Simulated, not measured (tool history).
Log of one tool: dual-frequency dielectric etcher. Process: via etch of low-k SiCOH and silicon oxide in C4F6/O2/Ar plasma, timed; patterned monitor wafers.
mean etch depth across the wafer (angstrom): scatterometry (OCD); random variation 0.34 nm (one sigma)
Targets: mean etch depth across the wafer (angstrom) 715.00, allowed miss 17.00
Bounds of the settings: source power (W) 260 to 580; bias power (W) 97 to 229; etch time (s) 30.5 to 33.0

| run | hour | source power (W) | bias power (W) | etch time (s) | mean etch depth across the wafer (angstrom) |
|---|---|---|---|---|---|
| 1 | 0.0 | 420 | 163 | 33.0 | 866.52 |
| 2 | 6.2 | 420 | 163 | 33.0 | 856.60 |
| 3 | 7.1 | 470 | 163 | 33.0 | 901.40 |
| 4 | 7.8 | 470 | 163 | 33.0 | 895.92 |
| 5 | 12.4 | 440 | 163 | 33.0 | 881.28 |
| 6 | 19.7 | 440 | 163 | 33.0 | 884.75 |
| 7 | 20.5 | 400 | 148 | 32.5 | 811.98 |
| 8 | 27.9 | 370 | 143 | 32.5 | 782.55 |
| 9 | 28.8 | 350 | 140 | 32.5 | 756.32 |
| 10 | 33.3 | 340 | 138 | 32.5 | 744.60 |
| 11 | 38.3 | 330 | 137 | 32.5 | 733.79 |

4 next moves are on the table. One of them brings every result within its allowed miss. Which?
| A | 43.3 | 370 | 127 | 33.0 | ? |
| B | 43.3 | 310 | 125 | 33.0 | ? |
| C | 43.3 | 360 | 139 | 33.0 | ? |
| D | 43.3 | 340 | 139 | 32.5 | ? |

| move | mean etch depth across the wafer (angstrom) |
|---|---|
| A | 757.30 |
| B | 705.27 |
| C | 771.31 |
| D | 743.62 |
A: further off than the last run
B: meets every target
C: further off than the last run
D: further off than the last run
The right move is B.
